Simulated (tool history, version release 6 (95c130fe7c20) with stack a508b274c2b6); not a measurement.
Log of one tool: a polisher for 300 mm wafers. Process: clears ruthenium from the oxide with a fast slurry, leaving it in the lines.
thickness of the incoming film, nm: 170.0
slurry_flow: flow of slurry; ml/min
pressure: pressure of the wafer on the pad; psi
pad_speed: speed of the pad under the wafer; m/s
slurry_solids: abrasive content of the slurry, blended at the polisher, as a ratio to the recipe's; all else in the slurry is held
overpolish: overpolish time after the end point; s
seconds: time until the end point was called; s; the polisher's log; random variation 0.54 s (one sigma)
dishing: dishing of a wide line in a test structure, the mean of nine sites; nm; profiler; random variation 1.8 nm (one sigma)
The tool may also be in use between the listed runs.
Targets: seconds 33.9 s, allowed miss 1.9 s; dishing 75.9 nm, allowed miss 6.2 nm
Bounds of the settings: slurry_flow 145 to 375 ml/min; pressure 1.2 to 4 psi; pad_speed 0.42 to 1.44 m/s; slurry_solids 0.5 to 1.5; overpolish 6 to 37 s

Run 1, hour 0: slurry_flow 240 ml/min, pressure 2.6 psi, pad_speed 0.92 m/s, slurry_solids 1, overpolish 19 s. Result: seconds 46.986 s, dishing 47.461 nm.
Run 2, hour 5.6: slurry_flow 220 ml/min, pressure 2.6 psi, pad_speed 0.92 m/s, slurry_solids 1, overpolish 19 s. Result: seconds 48.78 s, dishing 45.655 nm.
Run 3, hour 8.3: slurry_flow 220 ml/min, pressure 2.6 psi, pad_speed 0.92 m/s, slurry_solids 0.8, overpolish 19 s. Result: seconds 53.007 s, dishing 43.379 nm.
Run 4, hour 14.9: slurry_flow 220 ml/min, pressure 3.1 psi, pad_speed 0.92 m/s, slurry_solids 0.8, overpolish 19 s. Result: seconds 43.702 s, dishing 50.275 nm.
Run 5, hour 19.2: slurry_flow 220 ml/min, pressure 3.7 psi, pad_speed 0.92 m/s, slurry_solids 0.8, overpolish 19 s. Result: seconds 37.355 s, dishing 57.485 nm.
Run 6, hour 24.7: slurry_flow 220 ml/min, pressure 3.8 psi, pad_speed 0.92 m/s, slurry_solids 0.8, overpolish 20 s. Result: seconds 36.327 s, dishing 58.613 nm.
Run 7, hour 29: slurry_flow 220 ml/min, pressure 3.9 psi, pad_speed 0.92 m/s, slurry_solids 0.8, overpolish 22 s. Result: seconds 35.188 s, dishing 65.999 nm.
Run 8, hour 30.3: slurry_flow 220 ml/min, pressure 3.9 psi, pad_speed 0.92 m/s, slurry_solids 0.8, overpolish 23 s. Result: seconds 35.515 s, dishing 70.656 nm.

4 next moves are on the table. One of them brings every result within its allowed miss. Which?
Run A, hour 31.6: slurry_flow 205 ml/min, pressure 3.5 psi, pad_speed 1.2 m/s, slurry_solids 0.75, overpolish 16 s. Result: seconds ?, dishing ?.
Run B, hour 31.6: slurry_flow 230 ml/min, pressure 4 psi, pad_speed 1.02 m/s, slurry_solids 0.65, overpolish 24 s. Result: seconds ?, dishing ?.
Run C, hour 31.6: slurry_flow 205 ml/min, pressure 3.7 psi, pad_speed 1 m/s, slurry_solids 0.6, overpolish 24 s. Result: seconds ?, dishing ?.
Run D, hour 31.6: slurry_flow 220 ml/min, pressure 3.8 psi, pad_speed 1 m/s, slurry_solids 0.65, overpolish 19 s. Result: seconds ?, dishing ?.

move  seconds  dishing
   A   31.992   57.311
   B    33.77   74.427
   C   38.556   67.669
   D   36.289   59.391
A: takes the result that was furthest off past its target
B: meets every target
C: further off than the last run
D: further off than the last run
The right move is B.
